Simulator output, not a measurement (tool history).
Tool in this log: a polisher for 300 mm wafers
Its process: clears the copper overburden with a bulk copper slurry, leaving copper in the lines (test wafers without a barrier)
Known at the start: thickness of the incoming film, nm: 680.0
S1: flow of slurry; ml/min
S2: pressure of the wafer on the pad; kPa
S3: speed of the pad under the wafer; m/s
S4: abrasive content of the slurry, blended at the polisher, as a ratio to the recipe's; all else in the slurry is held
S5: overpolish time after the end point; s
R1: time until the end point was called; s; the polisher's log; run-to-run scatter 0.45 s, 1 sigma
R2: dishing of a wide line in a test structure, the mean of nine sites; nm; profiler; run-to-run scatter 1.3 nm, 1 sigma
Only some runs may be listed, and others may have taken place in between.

run 1 hour=0.0 | S1=275 S2=15.9 S3=1.38 S4=1.0 S5=16 | R1=65.069 R2=72.652
run 2 hour=3.6 | S1=275 S2=15.9 S3=1.60 S4=1.0 S5=16 | R1=56.852 R2=76.071
run 3 hour=10.3 | S1=275 S2=13.1 S3=1.60 S4=1.0 S5=16 | R1=66.238 R2=68.837
run 4 hour=13.5 | S1=275 S2=13.8 S3=1.60 S4=1.0 S5=15 | R1=62.979 R2=70.184
run 5 hour=14.8 | S1=275 S2=13.8 S3=1.60 S4=1.0 S5=18 | R1=63.622 R2=76.890
run 6 hour=16.8 | S1=215 S2=13.8 S3=1.60 S4=1.0 S5=18 | R1=65.633 R2=75.432
run 7 hour=21.3 | S1=220 S2=14.5 S3=1.60 S4=1.0 S5=16 | R1=62.518 R2=72.313
run 8 hour=26.2 | S1=225 S2=15.2 S3=1.60 S4=1.0 S5=15 | R1=59.703 R2=74.060

Run 9 comes next. What will it give?
run 9 hour=34.3 | S1=230 S2=15.9 S3=1.60 S4=1.0 S5=14 | R1=? R2=?

{"run 9": {"R1": 57.061, "R2": 71.024}}
